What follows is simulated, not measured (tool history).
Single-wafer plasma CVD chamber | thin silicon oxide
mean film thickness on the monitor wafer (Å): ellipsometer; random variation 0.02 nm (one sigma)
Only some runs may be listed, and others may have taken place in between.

run  hour  heater temperature setpoint (°C)  chamber pressure (Torr)  RF power (kW)  deposition time (s)  mean film thickness on the monitor wafer (Å)
  1   0.0                               420                    0.712          0.235                 4.81                                        66.040
  2   2.3                               427                    0.712          0.235                 4.81                                        65.758
  3   6.9                               427                    0.712          0.235                 4.57                                        62.281
  4  10.5                               427                    0.677          0.235                 4.57                                        59.409
  5  13.3                               427                    0.786          0.235                 4.57                                        68.583
  6  16.1                               427                    0.786          0.235                 4.81                                        71.858
  7  22.2                               427                    0.716          0.235                 4.81                                        66.086
  8  28.1                               427                    0.663          0.235                 4.81                                        61.271
  9  31.3                               427                    0.628          0.235                 4.81                                        57.715
 10  32.9                               427                    0.609          0.235                 4.81                                        56.332
 11  35.7                               427                    0.594          0.235                 4.81                                        54.554
 12  43.1                               427                    0.586          0.235                 4.81                                        53.971

Expected results for the next run?
 13  44.7                               427                    0.580          0.235                 4.81                                             ?

{"run 13": {"mean film thickness on the monitor wafer (Å)": 53.586}}
